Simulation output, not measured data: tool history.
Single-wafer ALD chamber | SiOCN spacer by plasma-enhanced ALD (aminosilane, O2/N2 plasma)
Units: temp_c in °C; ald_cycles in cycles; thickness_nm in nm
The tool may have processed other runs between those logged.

| run | hour | temp_c | ald_cycles | thickness_nm |
|---|---|---|---|---|
| 1 | 0.0 | 405 | 116 | 7.2298 |
| 2 | 7.6 | 400 | 116 | 7.3178 |
| 3 | 13.2 | 396 | 118 | 7.4372 |
| 4 | 21.1 | 396 | 127 | 7.9767 |
| 5 | 24.8 | 396 | 117 | 7.3480 |
| 6 | 27.4 | 396 | 108 | 6.7774 |
| 7 | 35.3 | 396 | 114 | 7.1607 |

Forecast run 8:
| 8 | 44.3 | 396 | 118 | ? |

{"run 8": {"thickness_nm": 7.4654}}
